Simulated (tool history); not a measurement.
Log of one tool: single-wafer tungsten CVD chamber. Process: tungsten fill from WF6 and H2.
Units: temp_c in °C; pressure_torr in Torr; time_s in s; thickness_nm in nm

run 1 hour=0.0 | temp_c=375 pressure_torr=39.2 time_s=12.6 | thickness_nm=29.294
run 2 hour=8.8 | temp_c=377 pressure_torr=39.3 time_s=12.6 | thickness_nm=30.617
run 3 hour=14.9 | temp_c=377 pressure_torr=39.3 time_s=12.6 | thickness_nm=30.637
run 4 hour=16.6 | temp_c=385 pressure_torr=39.3 time_s=12.6 | thickness_nm=35.906
run 5 hour=22.9 | temp_c=378 pressure_torr=39.3 time_s=12.6 | thickness_nm=31.124
run 6 hour=28.9 | temp_c=380 pressure_torr=39.4 time_s=12.6 | thickness_nm=32.504

The next listed run, before its measurement:
run 7 hour=35.4 | temp_c=382 pressure_torr=39.4 time_s=12.6 | thickness_nm=?

Run 7 gave thickness_nm 33.850 nm.

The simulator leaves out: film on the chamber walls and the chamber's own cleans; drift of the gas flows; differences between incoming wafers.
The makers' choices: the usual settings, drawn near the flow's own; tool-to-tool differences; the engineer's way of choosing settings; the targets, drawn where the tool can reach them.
